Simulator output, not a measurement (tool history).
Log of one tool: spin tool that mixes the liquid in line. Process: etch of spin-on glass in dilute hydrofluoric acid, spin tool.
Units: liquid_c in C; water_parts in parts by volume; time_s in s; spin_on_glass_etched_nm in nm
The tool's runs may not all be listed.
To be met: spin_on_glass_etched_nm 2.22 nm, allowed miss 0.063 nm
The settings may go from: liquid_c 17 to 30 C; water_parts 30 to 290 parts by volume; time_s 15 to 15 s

run,day,liquid_c,water_parts,time_s,spin_on_glass_etched_nm
1,0,22,160,15,3.3429
2,0.267,22,160,15,3.3193
3,0.379,23.5,160,15,3.5439
4,0.412,23,165,15,3.3541
5,0.475,23,165,15,3.3602
6,0.742,22.5,170,15,3.1809
7,0.842,22,175,15,2.9899
8,0.958,21.5,175,15,2.9485
9,1.229,21,175,15,2.8743
10,1.358,20.5,175,15,2.8395

5 next moves are on the table. One of them brings every result within its allowed miss. Which?
A,1.488,19,215,15,?
B,1.488,18,210,15,?
C,1.488,24.5,165,15,?
D,1.488,17,190,15,?
E,1.488,20,160,15,?

move,spin_on_glass_etched_nm
A,2.0985
B,2.076
C,3.5518
D,2.2465
E,3.0955
A: takes the result that was furthest off past its target
B: takes the result that was furthest off past its target
C: further off than the last run
D: meets every target
E: further off than the last run
Move D is the one to make.
